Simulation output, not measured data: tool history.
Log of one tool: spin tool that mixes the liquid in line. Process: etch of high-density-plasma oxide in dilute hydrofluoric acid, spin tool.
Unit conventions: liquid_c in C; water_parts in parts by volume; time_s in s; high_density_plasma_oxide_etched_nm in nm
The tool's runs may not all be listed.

run	hour	liquid_c	water_parts	time_s	high_density_plasma_oxide_etched_nm
1	0.0	22.0	260	275	6.6088
2	2.3	21.0	270	275	5.9618
3	11.3	20.0	275	275	5.6365
4	15.5	19.5	280	275	5.3668
5	21.6	19.5	195	275	8.3130
6	26.1	19.5	195	295	8.9287
7	30.2	19.0	220	295	7.5135
8	37.0	18.5	235	295	6.8577
9	37.8	18.0	250	295	6.2050
10	45.6	18.0	260	295	5.9824
11	52.6	18.0	270	295	5.7226
12	54.3	18.0	275	295	5.6110

Run 13, settings as shown, results not yet in. Your forecast:
13	62.2	18.0	280	295	?

{"run 13": {"high_density_plasma_oxide_etched_nm": 5.4515}}
